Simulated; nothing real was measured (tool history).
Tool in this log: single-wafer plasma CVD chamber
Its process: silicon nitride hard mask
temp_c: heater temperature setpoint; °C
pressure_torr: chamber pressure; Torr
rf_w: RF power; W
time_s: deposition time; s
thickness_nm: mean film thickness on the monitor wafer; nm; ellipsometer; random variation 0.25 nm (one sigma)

Run 1, hour 0.0: temp_c 405 °C, pressure_torr 1.83 Torr, rf_w 325 W, time_s 42.5 s. Result: thickness_nm 54.540 nm.
Run 2, hour 8.7: temp_c 405 °C, pressure_torr 1.91 Torr, rf_w 330 W, time_s 42.5 s. Result: thickness_nm 55.400 nm.
Run 3, hour 12.9: temp_c 405 °C, pressure_torr 1.97 Torr, rf_w 335 W, time_s 42.5 s. Result: thickness_nm 56.162 nm.
Run 4, hour 16.7: temp_c 405 °C, pressure_torr 2.02 Torr, rf_w 340 W, time_s 42.5 s. Result: thickness_nm 56.798 nm.
Run 5, hour 23.3: temp_c 405 °C, pressure_torr 2.02 Torr, rf_w 340 W, time_s 40.4 s. Result: thickness_nm 54.046 nm.
Run 6, hour 30.6: temp_c 414 °C, pressure_torr 2.02 Torr, rf_w 340 W, time_s 40.4 s. Result: thickness_nm 53.692 nm.
Run 7, hour 33.7: temp_c 414 °C, pressure_torr 2.07 Torr, rf_w 350 W, time_s 40.5 s. Result: thickness_nm 55.249 nm.

For run 8, what comes out?
Run 8, hour 39.3: temp_c 414 °C, pressure_torr 2.44 Torr, rf_w 385 W, time_s 40.8 s. Result: thickness_nm ?.

thickness_nm: 60.402 nm
